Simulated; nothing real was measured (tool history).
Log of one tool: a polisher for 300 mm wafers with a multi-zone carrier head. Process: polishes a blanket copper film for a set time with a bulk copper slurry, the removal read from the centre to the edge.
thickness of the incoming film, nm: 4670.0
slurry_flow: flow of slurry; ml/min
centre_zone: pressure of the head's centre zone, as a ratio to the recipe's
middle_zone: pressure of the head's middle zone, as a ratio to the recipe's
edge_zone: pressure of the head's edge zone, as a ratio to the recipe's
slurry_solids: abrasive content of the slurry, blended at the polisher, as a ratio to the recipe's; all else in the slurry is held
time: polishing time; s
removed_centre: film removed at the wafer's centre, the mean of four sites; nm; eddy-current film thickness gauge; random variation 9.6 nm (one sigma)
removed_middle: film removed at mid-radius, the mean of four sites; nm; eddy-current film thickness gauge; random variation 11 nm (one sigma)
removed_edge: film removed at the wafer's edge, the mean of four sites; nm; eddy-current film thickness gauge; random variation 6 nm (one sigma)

run  hour  slurry_flow  centre_zone  middle_zone  edge_zone  slurry_solids  time  removed_centre  removed_middle  removed_edge
  1     0          260            1            1          1              1    75          1039.4          1043.6        1052.4
  2   4.6          260         1.06            1          1              1    75          1059.4          1070.3        1046.4
  3   5.5          260         1.06            1          1            1.1    75          1099.1          1098.3        1082.9
  4   6.6          255         1.03         1.02       0.99           0.95    71          1003.9          1032.1        976.26
  5  10.5          255         1.03         1.02       0.99            0.8    71          970.23          964.84        950.29
  6    18          255         1.03         1.02       0.99           0.75    71          954.73          986.43        935.84
  7  26.9          250         0.99         1.03       0.98            0.7    67          825.87           893.3        859.66
  8  28.2          250         0.98         1.03       0.95           0.65    65          791.33           853.3        823.13
  9  29.1          250         0.98         1.04       0.93            0.6    63           785.3          838.58        776.77
 10  35.3          245         0.96         1.04       0.91            0.6    62          747.25          813.55         764.8
 11  36.5          245         0.95         1.05        0.9            0.6    61          715.53          823.91        747.52
 12  38.4          245         0.94         1.05       0.89            0.6    60          697.91           795.3        721.28
 13  46.7          245         0.93         1.05       0.88            0.6    60          709.04          811.27         722.2
 14    51          240         0.92         1.05       0.87            0.6    60          705.76          818.04        723.65
 15  55.9          235         0.89         1.01       0.84            0.5    58          622.45          728.58        659.01

The next listed run, before its measurement:
 16  56.7          235         0.89         1.01       0.84            0.5    58               ?               ?             ?

{"run 16": {"removed_centre": 619.85, "removed_middle": 720.16, "removed_edge": 669.84}}

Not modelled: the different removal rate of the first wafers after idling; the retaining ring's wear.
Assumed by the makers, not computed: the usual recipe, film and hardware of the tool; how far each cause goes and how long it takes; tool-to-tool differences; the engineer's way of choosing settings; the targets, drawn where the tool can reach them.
